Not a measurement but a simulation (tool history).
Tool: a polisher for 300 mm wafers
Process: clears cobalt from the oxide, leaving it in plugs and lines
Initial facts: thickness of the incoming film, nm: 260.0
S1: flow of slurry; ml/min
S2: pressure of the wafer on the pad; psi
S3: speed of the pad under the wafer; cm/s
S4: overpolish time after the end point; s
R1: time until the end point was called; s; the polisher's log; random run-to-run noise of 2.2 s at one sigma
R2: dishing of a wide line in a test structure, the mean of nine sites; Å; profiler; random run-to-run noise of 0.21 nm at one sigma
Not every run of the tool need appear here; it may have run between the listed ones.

{"run": 1, "hour": 0.0, "S1": 165, "S2": 1.3, "S3": 112, "S4": 10, "R1": 88.079, "R2": 190.88}
{"run": 2, "hour": 1.2, "S1": 165, "S2": 1.3, "S3": 98, "S4": 10, "R1": 101.69, "R2": 171.79}
{"run": 3, "hour": 9.5, "S1": 165, "S2": 1.3, "S3": 98, "S4": 7, "R1": 101.67, "R2": 125.18}
{"run": 4, "hour": 14.3, "S1": 160, "S2": 1.2, "S3": 98, "S4": 8, "R1": 107.44, "R2": 134.52}
{"run": 5, "hour": 15.8, "S1": 160, "S2": 1.2, "S3": 98, "S4": 10, "R1": 110.11, "R2": 160.73}
{"run": 6, "hour": 17.0, "S1": 130, "S2": 1.2, "S3": 98, "S4": 10, "R1": 115.08, "R2": 152.58}
{"run": 7, "hour": 24.1, "S1": 125, "S2": 1.2, "S3": 98, "S4": 10, "R1": 114.36, "R2": 153.76}

Run 8 has not been measured yet. What should we expect?
{"run": 8, "hour": 29.6, "S1": 125, "S2": 1.2, "S3": 98, "S4": 10, "R1": "?", "R2": "?"}

R1: 117.42 s
R2: 155.66 Å
